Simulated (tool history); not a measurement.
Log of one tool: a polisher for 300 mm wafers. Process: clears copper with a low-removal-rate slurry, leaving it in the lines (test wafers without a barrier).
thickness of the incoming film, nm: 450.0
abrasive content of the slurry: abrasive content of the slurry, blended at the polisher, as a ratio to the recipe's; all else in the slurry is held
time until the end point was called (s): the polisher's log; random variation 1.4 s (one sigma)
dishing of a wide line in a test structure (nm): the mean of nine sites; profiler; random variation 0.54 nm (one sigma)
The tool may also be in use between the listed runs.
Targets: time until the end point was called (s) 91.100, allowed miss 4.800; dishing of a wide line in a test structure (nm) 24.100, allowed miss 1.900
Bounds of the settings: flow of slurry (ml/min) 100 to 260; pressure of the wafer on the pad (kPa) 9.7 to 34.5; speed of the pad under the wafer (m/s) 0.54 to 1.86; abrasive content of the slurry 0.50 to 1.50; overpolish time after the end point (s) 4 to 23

| run | hour | flow of slurry (ml/min) | pressure of the wafer on the pad (kPa) | speed of the pad under the wafer (m/s) | abrasive content of the slurry | overpolish time after the end point (s) | time until the end point was called (s) | dishing of a wide line in a test structure (nm) |
|---|---|---|---|---|---|---|---|---|
| 1 | 0.0 | 165 | 22.1 | 1.18 | 1.00 | 12 | 129.790 | 32.384 |
| 2 | 7.2 | 165 | 24.1 | 1.18 | 1.00 | 10 | 121.160 | 30.636 |
| 3 | 15.9 | 165 | 24.1 | 1.34 | 1.00 | 10 | 110.490 | 31.485 |
| 4 | 21.5 | 195 | 24.1 | 1.34 | 1.00 | 10 | 109.790 | 32.194 |
| 5 | 23.2 | 160 | 24.1 | 1.34 | 1.00 | 10 | 110.950 | 32.902 |
| 6 | 29.7 | 160 | 24.1 | 1.48 | 1.00 | 10 | 103.680 | 35.434 |
| 7 | 33.0 | 170 | 24.8 | 1.48 | 1.00 | 8 | 101.970 | 29.110 |
| 8 | 40.8 | 175 | 28.3 | 1.48 | 1.00 | 4 | 87.424 | 16.930 |
| 9 | 47.8 | 175 | 27.6 | 1.52 | 1.00 | 5 | 86.833 | 21.490 |
| 10 | 54.2 | 175 | 27.6 | 1.52 | 1.00 | 5 | 89.320 | 20.769 |
| 11 | 57.2 | 175 | 26.9 | 1.52 | 1.00 | 8 | 88.348 | 31.234 |

Which of these 4 next moves meets every target?
| A | 60.2 | 165 | 26.9 | 1.56 | 0.95 | 7 | ? | ? |
| B | 60.2 | 175 | 27.6 | 1.48 | 0.95 | 8 | ? | ? |
| C | 60.2 | 165 | 31.7 | 1.38 | 1.35 | 6 | ? | ? |
| D | 60.2 | 100 | 29.6 | 1.56 | 0.90 | 6 | ? | ? |

| move | time until the end point was called (s) | dishing of a wide line in a test structure (nm) |
|---|---|---|
| A | 90.025 | 27.604 |
| B | 90.449 | 31.119 |
| C | 79.309 | 27.010 |
| D | 90.955 | 23.719 |
A: nearer than the last run, and not there yet
B: as far off as the last run
C: nearer than the last run, and not there yet
D: meets every target
The right move is D.
